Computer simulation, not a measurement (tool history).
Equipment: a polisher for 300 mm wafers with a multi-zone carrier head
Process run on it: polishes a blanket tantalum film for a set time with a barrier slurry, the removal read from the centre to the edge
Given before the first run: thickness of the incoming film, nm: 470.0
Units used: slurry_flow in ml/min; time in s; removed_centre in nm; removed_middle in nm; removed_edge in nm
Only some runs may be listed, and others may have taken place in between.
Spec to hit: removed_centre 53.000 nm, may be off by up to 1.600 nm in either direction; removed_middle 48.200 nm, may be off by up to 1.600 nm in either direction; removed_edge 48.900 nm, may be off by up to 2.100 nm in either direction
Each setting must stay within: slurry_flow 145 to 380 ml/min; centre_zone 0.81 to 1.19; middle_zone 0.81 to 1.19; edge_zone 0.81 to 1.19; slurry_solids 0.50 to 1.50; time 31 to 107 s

| run | hour | slurry_flow | centre_zone | middle_zone | edge_zone | slurry_solids | time | removed_centre | removed_middle | removed_edge |
|---|---|---|---|---|---|---|---|---|---|---|
| 1 | 0.0 | 245 | 1.00 | 1.00 | 1.00 | 1.00 | 69 | 105.690 | 110.300 | 111.160 |
| 2 | 3.6 | 230 | 1.01 | 0.97 | 0.96 | 0.90 | 60 | 89.532 | 90.111 | 87.516 |
| 3 | 12.6 | 185 | 1.01 | 0.97 | 0.96 | 0.90 | 60 | 86.870 | 87.594 | 87.244 |
| 4 | 17.3 | 180 | 1.00 | 0.94 | 0.95 | 0.80 | 54 | 75.741 | 74.738 | 75.746 |
| 5 | 19.3 | 185 | 1.00 | 0.92 | 0.93 | 0.75 | 50 | 68.306 | 66.068 | 69.362 |
| 6 | 23.0 | 185 | 0.93 | 0.92 | 0.93 | 0.75 | 50 | 63.573 | 67.914 | 68.348 |
| 7 | 26.8 | 190 | 0.95 | 0.91 | 0.90 | 0.70 | 47 | 60.179 | 60.765 | 62.570 |
| 8 | 31.7 | 200 | 1.04 | 0.95 | 0.81 | 0.50 | 38 | 50.042 | 48.743 | 45.927 |
| 9 | 35.4 | 205 | 1.05 | 0.94 | 0.83 | 0.50 | 38 | 50.372 | 48.908 | 45.309 |
| 10 | 42.0 | 195 | 1.05 | 0.93 | 0.85 | 0.50 | 38 | 50.603 | 47.280 | 46.072 |

Of the 4 settings listed for the next run, only one would bring every result within its allowed miss of target. Which one?
| A | 48.6 | 280 | 1.08 | 0.92 | 0.84 | 0.65 | 32 | ? | ? | ? |
| B | 48.6 | 170 | 1.06 | 0.96 | 0.87 | 0.50 | 41 | ? | ? | ? |
| C | 48.6 | 150 | 1.07 | 0.90 | 0.85 | 0.60 | 40 | ? | ? | ? |
| D | 48.6 | 180 | 1.01 | 0.84 | 0.92 | 0.60 | 41 | ? | ? | ? |

| move | removed_centre | removed_middle | removed_edge |
|---|---|---|---|
| A | 48.943 | 43.780 | 42.209 |
| B | 53.302 | 50.790 | 48.916 |
| C | 53.005 | 47.600 | 48.286 |
| D | 53.528 | 47.917 | 52.803 |
A: moves away from the targets compared with the last run
B: brings the result that was furthest off to its target, and leaves another outside
C: hits every target within its allowed miss
D: brings the result that was furthest off to its target, and leaves another outside
Go with C: it meets all targets.

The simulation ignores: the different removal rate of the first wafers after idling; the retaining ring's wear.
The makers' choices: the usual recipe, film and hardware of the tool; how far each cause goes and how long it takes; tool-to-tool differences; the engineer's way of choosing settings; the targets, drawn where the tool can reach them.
